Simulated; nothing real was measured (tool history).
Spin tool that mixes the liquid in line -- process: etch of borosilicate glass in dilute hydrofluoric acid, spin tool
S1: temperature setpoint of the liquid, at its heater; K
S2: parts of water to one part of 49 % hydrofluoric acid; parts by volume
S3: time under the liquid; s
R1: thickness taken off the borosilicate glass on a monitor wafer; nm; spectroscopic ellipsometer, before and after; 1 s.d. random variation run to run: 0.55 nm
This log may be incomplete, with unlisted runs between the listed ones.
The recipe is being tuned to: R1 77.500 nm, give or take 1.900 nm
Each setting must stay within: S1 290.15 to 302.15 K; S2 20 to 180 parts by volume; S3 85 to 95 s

{"run": 1, "hour": 0.0, "S1": 294.15, "S2": 100, "S3": 85, "R1": 26.578}
{"run": 2, "hour": 1.3, "S1": 295.65, "S2": 85, "S3": 85, "R1": 32.893}
{"run": 3, "hour": 9.7, "S1": 297.65, "S2": 85, "S3": 85, "R1": 36.422}
{"run": 4, "hour": 10.2, "S1": 297.65, "S2": 105, "S3": 85, "R1": 28.541}
{"run": 5, "hour": 12.1, "S1": 297.65, "S2": 105, "S3": 85, "R1": 28.347}
{"run": 6, "hour": 13.8, "S1": 297.65, "S2": 135, "S3": 85, "R1": 21.5}
{"run": 7, "hour": 16.2, "S1": 298.65, "S2": 115, "S3": 85, "R1": 26.767}
{"run": 8, "hour": 18.5, "S1": 299.15, "S2": 95, "S3": 85, "R1": 34.029}
{"run": 9, "hour": 22.7, "S1": 299.65, "S2": 80, "S3": 85, "R1": 41.703}
{"run": 10, "hour": 24.6, "S1": 300.15, "S2": 70, "S3": 85, "R1": 49.731}
{"run": 11, "hour": 25.8, "S1": 300.65, "S2": 65, "S3": 85, "R1": 54.946}
{"run": 12, "hour": 32.7, "S1": 301.15, "S2": 60, "S3": 85, "R1": 61.258}
{"run": 13, "hour": 35.0, "S1": 301.15, "S2": 55, "S3": 85, "R1": 67.409}

Consider the 4 candidate settings below. Which is the only one whose results all fall within their allowed miss of target?
{"run": "A", "hour": 37.3, "S1": 301.65, "S2": 70, "S3": 85, "R1": "?"}
{"run": "B", "hour": 37.3, "S1": 300.15, "S2": 65, "S3": 85, "R1": "?"}
{"run": "C", "hour": 37.3, "S1": 300.65, "S2": 50, "S3": 90, "R1": "?"}
{"run": "D", "hour": 37.3, "S1": 301.65, "S2": 60, "S3": 85, "R1": "?"}

move=A R1=52.808
move=B R1=53.992
move=C R1=77.447
move=D R1=62.507
A: the biggest miss grows against the last run
B: the biggest miss grows against the last run
C: all results in spec
D: the biggest miss grows against the last run
Correct choice: C, which meets every target
